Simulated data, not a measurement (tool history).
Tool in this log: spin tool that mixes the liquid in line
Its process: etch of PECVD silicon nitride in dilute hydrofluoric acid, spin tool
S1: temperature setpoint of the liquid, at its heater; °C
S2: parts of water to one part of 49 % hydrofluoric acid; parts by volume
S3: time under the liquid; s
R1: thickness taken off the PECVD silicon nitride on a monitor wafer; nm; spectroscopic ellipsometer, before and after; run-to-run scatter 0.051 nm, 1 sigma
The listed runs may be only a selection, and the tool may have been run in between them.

run  hour    S1  S2  S3       R1
  1   0.0  22.0  50  90   7.9999
  2   6.3  22.0  50  65   5.6101
  3  14.5  23.0  50  65   6.1352
  4  22.9  23.0  35  65   8.5353
  5  26.8  23.0  30  65   9.9444
  6  34.0  24.5  30  65  11.1250
  7  37.0  22.5  30  65   9.7897
  8  41.9  22.5  30  65   9.5880

Run 9 comes next. What will it give?
  9  49.2  20.5  30  65   ?

R1: 8.3481 nm

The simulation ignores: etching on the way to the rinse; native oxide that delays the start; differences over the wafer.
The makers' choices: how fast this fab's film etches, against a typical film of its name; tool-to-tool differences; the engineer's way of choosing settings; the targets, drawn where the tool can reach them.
